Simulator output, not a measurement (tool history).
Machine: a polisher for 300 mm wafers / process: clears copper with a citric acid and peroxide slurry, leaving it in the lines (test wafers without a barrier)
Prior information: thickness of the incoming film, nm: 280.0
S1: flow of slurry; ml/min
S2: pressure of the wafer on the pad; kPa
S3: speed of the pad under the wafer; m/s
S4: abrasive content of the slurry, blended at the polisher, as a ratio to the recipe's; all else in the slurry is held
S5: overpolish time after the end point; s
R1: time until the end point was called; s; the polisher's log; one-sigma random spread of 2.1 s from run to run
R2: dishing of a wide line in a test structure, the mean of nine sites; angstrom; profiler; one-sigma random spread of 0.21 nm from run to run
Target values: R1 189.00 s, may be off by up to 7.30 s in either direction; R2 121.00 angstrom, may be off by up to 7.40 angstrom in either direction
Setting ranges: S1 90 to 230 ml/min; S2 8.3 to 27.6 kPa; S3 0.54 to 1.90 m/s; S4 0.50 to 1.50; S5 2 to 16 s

{"run": 1, "day": 0.0, "S1": 150, "S2": 17.9, "S3": 1.22, "S4": 1.0, "S5": 8, "R1": 120.75, "R2": 135.94}
{"run": 2, "day": 0.092, "S1": 150, "S2": 16.5, "S3": 1.22, "S4": 1.0, "S5": 8, "R1": 128.8, "R2": 126.78}
{"run": 3, "day": 0.217, "S1": 150, "S2": 15.9, "S3": 1.22, "S4": 1.0, "S5": 8, "R1": 133.56, "R2": 122.28}
{"run": 4, "day": 0.483, "S1": 130, "S2": 15.9, "S3": 1.22, "S4": 1.0, "S5": 8, "R1": 139.53, "R2": 123.15}
{"run": 5, "day": 0.538, "S1": 125, "S2": 15.2, "S3": 1.22, "S4": 1.0, "S5": 8, "R1": 147.15, "R2": 111.26}
{"run": 6, "day": 0.667, "S1": 125, "S2": 15.2, "S3": 1.22, "S4": 1.0, "S5": 10, "R1": 146.15, "R2": 141.96}
{"run": 7, "day": 0.879, "S1": 120, "S2": 14.5, "S3": 1.22, "S4": 1.0, "S5": 10, "R1": 153.95, "R2": 132.49}
{"run": 8, "day": 1.192, "S1": 115, "S2": 13.8, "S3": 1.22, "S4": 1.0, "S5": 10, "R1": 165.59, "R2": 128.95}
{"run": 9, "day": 1.262, "S1": 105, "S2": 13.1, "S3": 1.22, "S4": 1.0, "S5": 10, "R1": 174.94, "R2": 117.72}

4 candidate next runs follow, results not yet known. Just one meets every target within its allowed miss. Identify it.
{"run": "A", "day": 1.333, "S1": 105, "S2": 14.5, "S3": 1.24, "S4": 1.05, "S5": 8, "R1": "?", "R2": "?"}
{"run": "B", "day": 1.333, "S1": 90, "S2": 13.1, "S3": 1.0, "S4": 1.05, "S5": 12, "R1": "?", "R2": "?"}
{"run": "C", "day": 1.333, "S1": 95, "S2": 12.4, "S3": 1.26, "S4": 0.9, "S5": 11, "R1": "?", "R2": "?"}
{"run": "D", "day": 1.333, "S1": 95, "S2": 13.1, "S3": 1.08, "S4": 1.1, "S5": 13, "R1": "?", "R2": "?"}

move=A R1=154.36 R2=105.15
move=B R1=201.42 R2=119.93
move=C R1=185.11 R2=119.47
move=D R1=188.29 R2=137.92
A: further off than the last run
B: takes the result that was furthest off past its target
C: every result within its allowed miss
D: brings the result that was furthest off to its target, and leaves another outside
Answer: C

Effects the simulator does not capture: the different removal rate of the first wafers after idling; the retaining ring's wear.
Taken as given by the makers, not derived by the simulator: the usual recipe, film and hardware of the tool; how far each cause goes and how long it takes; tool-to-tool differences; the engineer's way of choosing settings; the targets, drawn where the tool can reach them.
